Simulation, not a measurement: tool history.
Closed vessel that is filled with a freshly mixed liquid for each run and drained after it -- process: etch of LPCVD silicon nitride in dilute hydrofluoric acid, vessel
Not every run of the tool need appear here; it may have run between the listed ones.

run,hour,temperature setpoint of the liquid (K),parts of water to one part of 49 % hydrofluoric acid (parts by volume),time in the liquid (s),thickness taken off the LPCVD silicon nitride on a monitor wafer (angstrom)
1,0.0,296.15,190,820,23.572
2,8.5,294.15,190,820,20.515
3,16.7,292.65,190,820,18.772
4,23.4,291.65,190,820,17.558
5,32.6,293.15,190,820,19.383
6,39.0,293.15,190,615,14.632

Estimate the outcome of run 7 from the log above:
7,47.4,293.65,190,615,?

thickness taken off the LPCVD silicon nitride on a monitor wafer (angstrom): 15.067
